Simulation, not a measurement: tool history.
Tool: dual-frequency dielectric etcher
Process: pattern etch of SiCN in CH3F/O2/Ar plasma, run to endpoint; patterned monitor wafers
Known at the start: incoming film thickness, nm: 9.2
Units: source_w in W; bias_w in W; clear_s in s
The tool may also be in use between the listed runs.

{"run": 1, "day": 0.0, "source_w": 380, "bias_w": 77, "clear_s": 23.633}
{"run": 2, "day": 0.204, "source_w": 380, "bias_w": 83, "clear_s": 23.023}
{"run": 3, "day": 0.571, "source_w": 380, "bias_w": 88, "clear_s": 22.735}
{"run": 4, "day": 0.758, "source_w": 360, "bias_w": 84, "clear_s": 23.715}
{"run": 5, "day": 1.046, "source_w": 340, "bias_w": 82, "clear_s": 25.045}
{"run": 6, "day": 1.25, "source_w": 330, "bias_w": 82, "clear_s": 25.522}

Forecast run 7:
{"run": 7, "day": 1.617, "source_w": 250, "bias_w": 69, "clear_s": "?"}

{"run 7": {"clear_s": 32.709}}
